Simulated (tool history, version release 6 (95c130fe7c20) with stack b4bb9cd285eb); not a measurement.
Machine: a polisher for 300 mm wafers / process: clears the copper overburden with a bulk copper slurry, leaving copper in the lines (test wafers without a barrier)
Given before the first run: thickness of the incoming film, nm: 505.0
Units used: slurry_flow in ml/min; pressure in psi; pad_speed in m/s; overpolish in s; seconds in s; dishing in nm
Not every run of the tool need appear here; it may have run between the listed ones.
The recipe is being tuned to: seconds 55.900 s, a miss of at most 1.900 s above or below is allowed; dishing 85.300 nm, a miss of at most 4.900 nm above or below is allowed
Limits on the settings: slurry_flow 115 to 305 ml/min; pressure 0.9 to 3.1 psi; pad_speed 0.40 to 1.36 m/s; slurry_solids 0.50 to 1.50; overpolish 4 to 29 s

run	hour	slurry_flow	pressure	pad_speed	slurry_solids	overpolish	seconds	dishing
1	0.0	195	2.0	0.88	1.00	15	86.508	45.280
2	2.4	145	2.0	0.88	1.00	15	91.669	45.728
3	5.9	155	2.3	0.88	1.00	16	78.793	52.994
4	13.9	175	2.3	0.88	1.00	16	79.410	52.322
5	16.2	200	2.3	0.88	1.00	16	76.612	52.258
6	23.9	200	2.3	0.80	1.00	16	85.063	50.900
7	25.4	205	2.5	0.82	1.00	17	76.405	56.091
8	27.8	210	2.7	0.84	1.00	18	69.800	62.742
9	31.4	210	2.7	0.84	1.00	18	69.455	65.049

Which single option among these 5 for the next run brings every result within its allowed miss of target? Just one does.
A	35.0	145	2.5	1.24	1.25	17	?	?
B	35.0	225	2.6	0.76	0.85	12	?	?
C	35.0	210	2.8	1.06	0.90	22	?	?
D	35.0	245	2.8	0.90	0.95	13	?	?
E	35.0	220	3.0	0.94	1.10	17	?	?

move	seconds	dishing
A	51.479	74.134
B	82.431	41.371
C	55.736	83.409
D	63.364	54.305
E	55.956	71.859
A: moves the result that the last run missed by most past its target, out the other side
B: lands further from the targets than the last run did
C: meets every target
D: nearer the targets than the last run, but a result is still out of spec
E: brings the result that was furthest off to its target, and leaves another outside
Correct choice: C, which meets every target

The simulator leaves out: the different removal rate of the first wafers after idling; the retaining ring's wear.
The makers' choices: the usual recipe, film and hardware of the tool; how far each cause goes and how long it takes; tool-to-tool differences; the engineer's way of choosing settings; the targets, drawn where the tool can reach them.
